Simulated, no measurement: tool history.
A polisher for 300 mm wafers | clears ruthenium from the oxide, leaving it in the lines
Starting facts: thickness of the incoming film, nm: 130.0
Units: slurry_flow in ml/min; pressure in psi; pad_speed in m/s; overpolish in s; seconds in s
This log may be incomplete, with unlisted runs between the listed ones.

run	hour	slurry_flow	pressure	pad_speed	overpolish	seconds
1	0	250	1.8	1.02	12	139.54
2	2	250	1.8	0.8	12	173.83
3	6.3	250	1.8	0.64	12	215.74
4	10.5	250	1.9	0.66	12	201.77
5	12.2	290	1.9	0.66	12	200.53
6	19	290	2	0.7	12	180.17

Run 7 has not been measured yet. What should we expect?
7	26.8	290	2.1	0.72	12	?

{"run 7": {"seconds": 166.21}}

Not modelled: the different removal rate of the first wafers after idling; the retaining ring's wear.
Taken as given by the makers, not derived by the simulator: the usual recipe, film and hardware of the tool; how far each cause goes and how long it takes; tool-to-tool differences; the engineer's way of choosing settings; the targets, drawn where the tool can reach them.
